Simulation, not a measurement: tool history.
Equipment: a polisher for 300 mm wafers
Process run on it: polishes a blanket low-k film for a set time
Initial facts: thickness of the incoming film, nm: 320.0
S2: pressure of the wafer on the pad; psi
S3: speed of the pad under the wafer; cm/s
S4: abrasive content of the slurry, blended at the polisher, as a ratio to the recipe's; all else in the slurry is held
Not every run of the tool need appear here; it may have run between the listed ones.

Run 1, hour 0.0: flow of slurry (ml/min) 315, S2 2.0 psi, S3 76 cm/s, S4 1.0, polishing time (s) 30. Result: film removed (Å) 92.613.
Run 2, hour 4.8: flow of slurry (ml/min) 310, S2 1.9 psi, S3 76 cm/s, S4 1.0, polishing time (s) 30. Result: film removed (Å) 89.439.
Run 3, hour 8.4: flow of slurry (ml/min) 240, S2 1.9 psi, S3 76 cm/s, S4 1.0, polishing time (s) 30. Result: film removed (Å) 86.670.
Run 4, hour 10.4: flow of slurry (ml/min) 240, S2 1.9 psi, S3 92 cm/s, S4 1.0, polishing time (s) 30. Result: film removed (Å) 101.440.
Run 5, hour 13.5: flow of slurry (ml/min) 240, S2 1.9 psi, S3 92 cm/s, S4 1.0, polishing time (s) 27. Result: film removed (Å) 90.049.
Run 6, hour 14.2: flow of slurry (ml/min) 240, S2 1.9 psi, S3 102 cm/s, S4 1.0, polishing time (s) 27. Result: film removed (Å) 98.453.
Run 7, hour 22.0: flow of slurry (ml/min) 240, S2 1.7 psi, S3 102 cm/s, S4 1.0, polishing time (s) 27. Result: film removed (Å) 89.058.
Run 8, hour 25.0: flow of slurry (ml/min) 240, S2 1.6 psi, S3 102 cm/s, S4 1.0, polishing time (s) 27. Result: film removed (Å) 84.137.

What does the tool deliver on the next run?
Run 9, hour 31.1: flow of slurry (ml/min) 240, S2 1.5 psi, S3 102 cm/s, S4 1.0, polishing time (s) 27. Result: film removed (Å) ?.

Logged for run 9: film removed (Å) 79.456.

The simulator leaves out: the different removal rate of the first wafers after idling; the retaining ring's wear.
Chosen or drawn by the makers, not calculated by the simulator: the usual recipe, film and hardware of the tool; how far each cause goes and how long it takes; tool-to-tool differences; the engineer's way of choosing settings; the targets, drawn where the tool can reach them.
